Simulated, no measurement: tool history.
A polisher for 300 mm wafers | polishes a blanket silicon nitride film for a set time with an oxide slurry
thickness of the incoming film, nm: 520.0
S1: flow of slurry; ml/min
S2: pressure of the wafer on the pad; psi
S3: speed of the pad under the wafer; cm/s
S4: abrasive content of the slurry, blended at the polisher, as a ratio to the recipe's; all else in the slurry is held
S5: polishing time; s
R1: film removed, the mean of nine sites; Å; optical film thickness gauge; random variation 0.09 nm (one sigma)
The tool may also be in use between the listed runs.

run	hour	S1	S2	S3	S4	S5	R1
1	0	185	4.5	92	1	33	228.48
2	7.3	185	4.5	92	1	30	206.5
3	12.6	205	4.5	92	1	30	211.37
4	19.2	205	4.5	92	1	30	211.57
5	20.3	205	4.2	92	1	30	196.62
6	28.1	205	3.9	92	1	30	182.69
7	33.3	205	3.7	92	1	30	173.05
8	35.8	205	3.5	92	1	30	163.97
9	37.9	200	3.4	92	1	30	160.32
10	43.8	165	2.6	92	1	30	118.68
11	51.7	175	2.6	92	1	30	119.36
12	57.2	185	2.6	92	1	30	123.94
# hour 58.6: slurry nozzle cleaned
13	58.6	190	2.6	92	1	30	128.18
14	63.3	195	2.6	92	1	30	129.45
15	65	200	2.6	92	1	30	128.46
16	70.6	205	2.6	92	1	30	127.54

Run 17, settings as shown, results not yet in. Your forecast:
17	73.8	210	2.6	92	1	30	?

R1: 127.26 Å
